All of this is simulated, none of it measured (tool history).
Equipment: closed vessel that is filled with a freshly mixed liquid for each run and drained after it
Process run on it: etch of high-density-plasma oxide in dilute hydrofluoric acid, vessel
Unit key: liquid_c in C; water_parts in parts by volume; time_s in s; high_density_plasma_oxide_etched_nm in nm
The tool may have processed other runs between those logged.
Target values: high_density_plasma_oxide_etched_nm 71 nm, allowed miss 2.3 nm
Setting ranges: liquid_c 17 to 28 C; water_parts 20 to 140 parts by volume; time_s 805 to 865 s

run,hour,liquid_c,water_parts,time_s,high_density_plasma_oxide_etched_nm
1,0,20,75,805,51.393
2,3.9,21.5,75,805,56.378
3,8.9,18.5,75,805,49.208
4,14.3,18.5,75,865,52.273
5,23.4,19.5,75,865,54.388
6,27.6,19.5,75,865,54.222
7,29.4,20.5,75,865,57.429
8,36,21.5,75,865,59.777

Consider the 5 candidate settings below. Which is the only one whose results all fall within their allowed miss of target?
A,42.6,17.5,80,855,?
B,42.6,21.5,60,805,?
C,42.6,21.5,70,865,?
D,42.6,24.5,65,865,?
E,42.6,17.5,60,860,?

move,high_density_plasma_oxide_etched_nm
A,45.679
B,69.441
C,63.181
D,77.419
E,62.625
A: moves away from the targets compared with the last run
B: every result lands within tolerance
C: moves toward the targets from the last run without getting all of them in spec
D: pushes the last run's worst result past its target
E: moves toward the targets from the last run without getting all of them in spec
Answer: B

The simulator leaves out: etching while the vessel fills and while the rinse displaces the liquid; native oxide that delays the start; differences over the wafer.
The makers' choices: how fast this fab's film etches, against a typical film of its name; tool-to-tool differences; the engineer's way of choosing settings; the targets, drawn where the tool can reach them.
